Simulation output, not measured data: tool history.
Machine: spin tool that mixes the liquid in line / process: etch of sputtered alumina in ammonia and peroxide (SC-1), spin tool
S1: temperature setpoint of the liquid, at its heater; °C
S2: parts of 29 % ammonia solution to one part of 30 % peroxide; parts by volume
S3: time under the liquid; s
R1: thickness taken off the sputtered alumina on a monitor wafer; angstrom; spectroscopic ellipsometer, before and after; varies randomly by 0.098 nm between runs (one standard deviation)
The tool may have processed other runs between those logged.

run,hour,S1,S2,S3,R1
1,0.0,62.0,0.45,285,482.95
2,1.9,62.0,0.45,305,514.07
3,10.4,62.0,0.55,305,527.30
4,16.9,62.0,0.50,305,523.26
5,19.3,59.5,0.50,305,459.04
6,24.8,57.5,0.50,305,415.20

Run 7 has not been measured yet. What should we expect?
7,31.9,57.5,0.50,305,?

R1: 412.62 angstrom
